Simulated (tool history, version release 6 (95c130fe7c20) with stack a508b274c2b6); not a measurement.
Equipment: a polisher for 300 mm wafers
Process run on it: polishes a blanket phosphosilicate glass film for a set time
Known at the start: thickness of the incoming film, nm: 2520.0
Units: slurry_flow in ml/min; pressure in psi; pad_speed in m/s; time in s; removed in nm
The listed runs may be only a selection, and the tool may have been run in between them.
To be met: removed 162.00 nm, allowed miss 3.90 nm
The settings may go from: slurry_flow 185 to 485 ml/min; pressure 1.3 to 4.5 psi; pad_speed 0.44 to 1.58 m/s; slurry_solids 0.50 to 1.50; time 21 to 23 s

{"run": 1, "day": 0.0, "slurry_flow": 310, "pressure": 2.9, "pad_speed": 1.0, "slurry_solids": 1.0, "time": 23, "removed": 197.72}
{"run": 2, "day": 0.304, "slurry_flow": 310, "pressure": 2.8, "pad_speed": 1.0, "slurry_solids": 1.0, "time": 23, "removed": 190.77}
{"run": 3, "day": 0.5, "slurry_flow": 310, "pressure": 2.8, "pad_speed": 1.0, "slurry_solids": 1.2, "time": 23, "removed": 210.91}
{"run": 4, "day": 0.762, "slurry_flow": 310, "pressure": 2.8, "pad_speed": 1.0, "slurry_solids": 1.2, "time": 21, "removed": 189.98}
{"run": 5, "day": 1.038, "slurry_flow": 310, "pressure": 2.8, "pad_speed": 1.0, "slurry_solids": 1.2, "time": 21, "removed": 190.82}
{"run": 6, "day": 1.067, "slurry_flow": 310, "pressure": 2.7, "pad_speed": 1.0, "slurry_solids": 1.2, "time": 21, "removed": 186.58}
{"run": 7, "day": 1.346, "slurry_flow": 310, "pressure": 2.6, "pad_speed": 1.0, "slurry_solids": 1.2, "time": 21, "removed": 179.38}
{"run": 8, "day": 1.375, "slurry_flow": 310, "pressure": 2.5, "pad_speed": 1.0, "slurry_solids": 1.2, "time": 21, "removed": 173.55}
{"run": 9, "day": 1.421, "slurry_flow": 305, "pressure": 2.4, "pad_speed": 1.0, "slurry_solids": 1.2, "time": 21, "removed": 167.8}

Exercise: of the 5 proposed moves below, exactly one satisfies all targets within the stated allowed misses. Which move is it?
{"run": "A", "day": 1.467, "slurry_flow": 350, "pressure": 2.4, "pad_speed": 0.92, "slurry_solids": 1.4, "time": 21, "removed": "?"}
{"run": "B", "day": 1.467, "slurry_flow": 290, "pressure": 2.4, "pad_speed": 1.04, "slurry_solids": 1.1, "time": 22, "removed": "?"}
{"run": "C", "day": 1.467, "slurry_flow": 300, "pressure": 2.3, "pad_speed": 1.1, "slurry_solids": 1.2, "time": 21, "removed": "?"}
{"run": "D", "day": 1.467, "slurry_flow": 320, "pressure": 2.3, "pad_speed": 1.06, "slurry_solids": 1.3, "time": 21, "removed": "?"}
{"run": "E", "day": 1.467, "slurry_flow": 310, "pressure": 2.4, "pad_speed": 0.86, "slurry_solids": 1.05, "time": 23, "removed": "?"}

move=A removed=173.03
move=B removed=172.66
move=C removed=171.50
move=D removed=174.57
move=E removed=160.77
A: misses by more than the last run did
B: misses by more than the last run did
C: misses by more than the last run did
D: misses by more than the last run did
E: in spec on every target
Move E is the one to make.
